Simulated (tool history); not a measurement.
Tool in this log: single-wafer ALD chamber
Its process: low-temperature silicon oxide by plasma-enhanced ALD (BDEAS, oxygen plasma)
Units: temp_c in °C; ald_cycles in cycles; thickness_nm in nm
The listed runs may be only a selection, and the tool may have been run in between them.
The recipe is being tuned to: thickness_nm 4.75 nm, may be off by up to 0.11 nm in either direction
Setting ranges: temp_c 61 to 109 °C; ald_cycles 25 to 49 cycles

{"run": 1, "hour": 0.0, "temp_c": 85, "ald_cycles": 37, "thickness_nm": 5.4009}
{"run": 2, "hour": 1.9, "temp_c": 88, "ald_cycles": 36, "thickness_nm": 5.2186}
{"run": 3, "hour": 4.0, "temp_c": 90, "ald_cycles": 35, "thickness_nm": 5.037}
{"run": 4, "hour": 11.6, "temp_c": 90, "ald_cycles": 32, "thickness_nm": 4.6017}
{"run": 5, "hour": 14.7, "temp_c": 90, "ald_cycles": 30, "thickness_nm": 4.3133}
{"run": 6, "hour": 17.8, "temp_c": 88, "ald_cycles": 31, "thickness_nm": 4.4594}
{"run": 7, "hour": 25.0, "temp_c": 87, "ald_cycles": 31, "thickness_nm": 4.5123}
{"run": 8, "hour": 32.4, "temp_c": 85, "ald_cycles": 31, "thickness_nm": 4.5164}
{"run": 9, "hour": 40.2, "temp_c": 80, "ald_cycles": 33, "thickness_nm": 4.8677}
{"run": 10, "hour": 47.6, "temp_c": 81, "ald_cycles": 33, "thickness_nm": 4.8901}
{"run": 11, "hour": 55.7, "temp_c": 82, "ald_cycles": 33, "thickness_nm": 4.8764}

Below are 5 possible settings for the next run. Only one of them brings all results inside the allowed miss of their targets. Which is it?
{"run": "A", "hour": 63.8, "temp_c": 83, "ald_cycles": 31, "thickness_nm": "?"}
{"run": "B", "hour": 63.8, "temp_c": 88, "ald_cycles": 31, "thickness_nm": "?"}
{"run": "C", "hour": 63.8, "temp_c": 77, "ald_cycles": 32, "thickness_nm": "?"}
{"run": "D", "hour": 63.8, "temp_c": 90, "ald_cycles": 31, "thickness_nm": "?"}
{"run": "E", "hour": 63.8, "temp_c": 86, "ald_cycles": 31, "thickness_nm": "?"}

move=A thickness_nm=4.5353
move=B thickness_nm=4.4674
move=C thickness_nm=4.7658
move=D thickness_nm=4.4402
move=E thickness_nm=4.4945
A: moves the result that the last run missed by most past its target, out the other side
B: moves the result that the last run missed by most past its target, out the other side
C: in spec on every target
D: moves the result that the last run missed by most past its target, out the other side
E: moves the result that the last run missed by most past its target, out the other side
Answer: C
